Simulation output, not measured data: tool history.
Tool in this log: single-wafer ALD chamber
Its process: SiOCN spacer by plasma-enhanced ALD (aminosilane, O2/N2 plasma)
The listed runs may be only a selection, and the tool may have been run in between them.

run,hour,heater temperature setpoint (deg C),number of ALD cycles (cycles),mean film thickness on the monitor wafer (Å)
1,0,390,55,34.531
2,8.9,390,52,32.596
3,16.8,399,52,32.472
4,24.3,403,52,31.763
5,32.7,401,55,34.22
6,36.7,401,57,35.068
7,43.5,400,59,36.501
8,46.9,400,61,37.98
9,51.1,400,62,38.612

Run 10 comes next. What will it give?
10,56.8,400,63,?

mean film thickness on the monitor wafer (Å): 39.242
